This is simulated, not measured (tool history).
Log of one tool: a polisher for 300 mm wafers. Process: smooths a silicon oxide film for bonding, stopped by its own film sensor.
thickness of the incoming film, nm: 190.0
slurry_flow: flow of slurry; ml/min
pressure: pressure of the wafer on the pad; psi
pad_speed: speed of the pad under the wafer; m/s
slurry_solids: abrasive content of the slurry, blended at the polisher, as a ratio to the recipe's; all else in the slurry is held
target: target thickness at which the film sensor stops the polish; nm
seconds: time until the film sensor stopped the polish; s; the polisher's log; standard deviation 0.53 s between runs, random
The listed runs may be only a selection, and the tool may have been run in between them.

run 1 hour=0 | slurry_flow=220 pressure=2 pad_speed=0.72 slurry_solids=1 target=139 | seconds=98.533
run 2 hour=0.8 | slurry_flow=220 pressure=2 pad_speed=0.72 slurry_solids=1.1 target=139 | seconds=93.271
run 3 hour=7.1 | slurry_flow=200 pressure=2 pad_speed=0.72 slurry_solids=1.1 target=139 | seconds=94.936
run 4 hour=10.7 | slurry_flow=200 pressure=2.2 pad_speed=0.72 slurry_solids=1.1 target=139 | seconds=88.263
run 5 hour=15.3 | slurry_flow=200 pressure=2.2 pad_speed=0.72 slurry_solids=1.1 target=139 | seconds=87.049
run 6 hour=20.9 | slurry_flow=205 pressure=2.3 pad_speed=0.72 slurry_solids=1.1 target=139 | seconds=84.539
run 7 hour=22.3 | slurry_flow=205 pressure=2.4 pad_speed=0.72 slurry_solids=1.1 target=139 | seconds=83.852
run 8 hour=30.8 | slurry_flow=205 pressure=2.5 pad_speed=0.74 slurry_solids=1.1 target=139 | seconds=79.156
run 9 hour=36.5 | slurry_flow=205 pressure=2.6 pad_speed=0.74 slurry_solids=1.1 target=139 | seconds=77.157
run 10 hour=43.1 | slurry_flow=205 pressure=2.7 pad_speed=0.76 slurry_solids=1.1 target=139 | seconds=73.032

Run 11 is up next; what results do you expect?
run 11 hour=50.3 | slurry_flow=205 pressure=2.9 pad_speed=0.8 slurry_solids=1.1 target=139 | seconds=?

Run 11 came out at seconds 66.623 s.
